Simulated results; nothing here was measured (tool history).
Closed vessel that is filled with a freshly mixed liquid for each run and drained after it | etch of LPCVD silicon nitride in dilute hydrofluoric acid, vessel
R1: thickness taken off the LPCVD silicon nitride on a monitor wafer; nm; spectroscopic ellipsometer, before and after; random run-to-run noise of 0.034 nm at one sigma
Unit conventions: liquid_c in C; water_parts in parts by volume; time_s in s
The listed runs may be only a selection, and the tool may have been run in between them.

run 1 hour=0.0 | liquid_c=21.0 water_parts=255 time_s=3100 | R1=4.6844
run 2 hour=1.9 | liquid_c=21.0 water_parts=285 time_s=3100 | R1=4.2571
run 3 hour=7.6 | liquid_c=20.0 water_parts=300 time_s=3100 | R1=3.8443
run 4 hour=11.2 | liquid_c=20.0 water_parts=300 time_s=3305 | R1=4.0870
run 5 hour=16.0 | liquid_c=17.5 water_parts=300 time_s=3305 | R1=3.4358
run 6 hour=21.9 | liquid_c=17.5 water_parts=315 time_s=3300 | R1=3.2660
run 7 hour=27.2 | liquid_c=17.5 water_parts=325 time_s=3295 | R1=3.3028
run 8 hour=27.8 | liquid_c=17.5 water_parts=340 time_s=3290 | R1=3.0194

Run 9 is up next; what results do you expect?
run 9 hour=29.7 | liquid_c=17.5 water_parts=345 time_s=3290 | R1=?

Run 9 came out at R1 2.9784 nm.
